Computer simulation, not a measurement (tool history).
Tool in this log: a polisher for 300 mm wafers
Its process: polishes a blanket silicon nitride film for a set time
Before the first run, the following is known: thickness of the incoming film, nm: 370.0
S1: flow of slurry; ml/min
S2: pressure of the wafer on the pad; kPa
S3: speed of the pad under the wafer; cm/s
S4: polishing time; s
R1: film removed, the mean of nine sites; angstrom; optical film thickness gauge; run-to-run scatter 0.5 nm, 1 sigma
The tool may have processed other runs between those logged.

| run | hour | S1 | S2 | S3 | S4 | R1 |
|---|---|---|---|---|---|---|
| 1 | 0 | 235 | 31 | 140 | 29 | 823.46 |
| 2 | 4.3 | 200 | 31 | 140 | 29 | 792.55 |
| 3 | 11.6 | 200 | 31 | 170 | 29 | 916.21 |
| 4 | 13.6 | 195 | 26.9 | 158 | 29 | 739.41 |
| 5 | 21.9 | 190 | 23.4 | 152 | 29 | 646.54 |
| 6 | 27.3 | 185 | 20.7 | 146 | 29 | 546.93 |
| 7 | 35.6 | 180 | 18.6 | 144 | 29 | 487.87 |
| 8 | 41.1 | 175 | 17.2 | 144 | 29 | 450.82 |
| 9 | 47.7 | 170 | 16.5 | 144 | 29 | 437.02 |
| 10 | 48.2 | 165 | 16.5 | 144 | 29 | 438.88 |
| 11 | 53.2 | 165 | 13.8 | 144 | 29 | 358.68 |

What does the tool deliver on the next run?
| 12 | 59.7 | 170 | 14.5 | 144 | 29 | ? |

{"run 12": {"R1": 382.44}}
